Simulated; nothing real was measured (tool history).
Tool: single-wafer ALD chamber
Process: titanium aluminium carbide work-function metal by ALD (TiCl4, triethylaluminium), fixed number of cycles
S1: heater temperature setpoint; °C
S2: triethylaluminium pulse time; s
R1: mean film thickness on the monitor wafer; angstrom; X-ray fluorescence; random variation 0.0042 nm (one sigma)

run 1 hour=0 | S1=290 S2=15.37 | R1=18.735
run 2 hour=2.7 | S1=293 S2=15.56 | R1=18.972
run 3 hour=8.8 | S1=300 S2=15.56 | R1=19.709
run 4 hour=13 | S1=294 S2=15.56 | R1=19.114
run 5 hour=20 | S1=296 S2=15.68 | R1=19.387
run 6 hour=23.9 | S1=296 S2=12.65 | R1=19.068

The next listed run, before its measurement:
run 7 hour=26.9 | S1=298 S2=12.88 | R1=?

Run 7 gave R1 19.313 angstrom.
